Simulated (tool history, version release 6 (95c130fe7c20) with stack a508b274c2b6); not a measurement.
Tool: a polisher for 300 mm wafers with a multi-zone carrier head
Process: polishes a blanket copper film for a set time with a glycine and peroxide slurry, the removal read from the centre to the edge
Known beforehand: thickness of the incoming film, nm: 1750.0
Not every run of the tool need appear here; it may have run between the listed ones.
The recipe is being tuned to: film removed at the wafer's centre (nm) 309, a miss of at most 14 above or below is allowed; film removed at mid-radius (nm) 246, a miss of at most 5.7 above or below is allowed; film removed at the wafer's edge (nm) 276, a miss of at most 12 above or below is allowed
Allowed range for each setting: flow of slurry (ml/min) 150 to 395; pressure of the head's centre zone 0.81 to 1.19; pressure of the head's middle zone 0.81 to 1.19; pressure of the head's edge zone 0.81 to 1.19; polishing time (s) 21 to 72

run,hour,flow of slurry (ml/min),pressure of the head's centre zone,pressure of the head's middle zone,pressure of the head's edge zone,polishing time (s),film removed at the wafer's centre (nm),film removed at mid-radius (nm),film removed at the wafer's edge (nm)
1,0,250,1,1,1,46,242.06,234.92,243.91
2,1.4,265,1.04,0.99,1.03,47,262.06,237.59,254.59
3,3.6,280,1.07,0.99,1.05,47,272.94,239.38,263.56
4,11.7,280,1.07,0.99,1.05,55,316.54,282.87,305.12
5,12.4,280,1.07,0.99,1.05,44,255.52,227.01,237.42
6,20.2,280,1.12,0.99,1.05,44,259.01,225.22,242.91
7,28.3,350,1.19,0.94,1,50,326.54,253.67,273.88
8,32.7,340,1.18,0.94,1.01,50,324.06,251.73,274.03

Next run, 4 choices. One meets every target within its allowed miss, the rest don't. Which?
A,37.1,330,1.01,0.94,0.98,51,?,?,?
B,37.1,370,1.14,0.95,1.07,49,?,?,?
C,37.1,325,1.14,0.96,0.99,53,?,?,?
D,37.1,310,1.17,0.95,0.97,52,?,?,?

move,film removed at the wafer's centre (nm),film removed at mid-radius (nm),film removed at the wafer's edge (nm)
A,285.51,252.69,267.98
B,313.34,247.19,270.8
C,334.7,266.7,279.46
D,335.36,258.16,270.61
A: pushes the last run's worst result past its target
B: each result inside its tolerance
C: further off than the last run
D: further off than the last run
The right move is B.
